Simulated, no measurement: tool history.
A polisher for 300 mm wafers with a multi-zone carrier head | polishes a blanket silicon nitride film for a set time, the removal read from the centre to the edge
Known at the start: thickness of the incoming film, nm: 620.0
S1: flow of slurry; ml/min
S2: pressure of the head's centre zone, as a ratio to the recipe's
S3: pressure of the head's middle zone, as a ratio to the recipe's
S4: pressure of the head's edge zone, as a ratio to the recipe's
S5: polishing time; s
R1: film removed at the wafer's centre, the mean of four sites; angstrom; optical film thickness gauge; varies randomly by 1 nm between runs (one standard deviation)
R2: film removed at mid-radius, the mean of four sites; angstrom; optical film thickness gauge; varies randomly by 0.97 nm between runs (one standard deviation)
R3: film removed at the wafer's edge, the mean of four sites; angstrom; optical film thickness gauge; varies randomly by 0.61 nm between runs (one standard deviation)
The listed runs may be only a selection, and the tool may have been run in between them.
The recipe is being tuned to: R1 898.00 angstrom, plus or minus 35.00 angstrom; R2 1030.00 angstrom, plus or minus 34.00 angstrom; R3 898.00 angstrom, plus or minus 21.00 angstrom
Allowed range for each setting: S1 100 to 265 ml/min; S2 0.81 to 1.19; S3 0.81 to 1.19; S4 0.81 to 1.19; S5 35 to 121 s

run  hour   S1    S2    S3    S4  S5       R1       R2       R3
  1   0.0  170  1.00  1.00  1.00  78  1071.10  1047.60  1046.80
  2   6.5  170  1.00  1.00  0.94  78  1039.00  1040.00  1018.80
  3  15.1  165  1.00  1.01  0.92  78  1050.60  1074.70  1002.00
  4  20.7  165  1.00  1.01  0.95  78  1044.60  1042.10  1039.50
  5  26.6  165  1.00  0.97  0.95  78  1042.10  1033.70  1014.10
  6  33.9  160  0.99  0.98  0.93  77  1006.60  1021.90  1001.10
  7  35.2  160  0.99  0.99  0.91  76   977.58  1008.10   973.15
  8  39.0  160  0.99  1.00  0.89  76  1016.60  1008.80   948.83
  9  45.5  155  0.97  1.02  0.88  76   963.54  1042.30   944.41
 10  51.3  150  0.97  1.02  0.87  76   977.98  1022.70   938.93

Below are 5 possible settings for the next run. Only one of them brings all results inside the allowed miss of their targets. Which is it?
  A  57.1  160  0.90  1.07  0.83  73   ?   ?   ?
  B  57.1  130  0.91  0.94  0.84  83   ?   ?   ?
  C  57.1  135  0.89  1.04  0.86  77   ?   ?   ?
  D  57.1  120  0.86  1.02  0.81  80   ?   ?   ?
  E  57.1  130  0.92  1.15  0.91  67   ?   ?   ?

move      R1       R2       R3
   A  904.91  1035.00   900.49
   B  999.35  1035.10  1007.80
   C  917.92  1040.80   947.70
   D  908.37  1046.00   946.69
   E  814.74   971.11   841.52
A: all results in spec
B: moves away from the targets compared with the last run
C: brings the last run's worst result on target, with another outside its allowed miss
D: brings the last run's worst result on target, with another outside its allowed miss
E: moves the result that the last run missed by most past its target, out the other side
Go with A: it meets all targets.
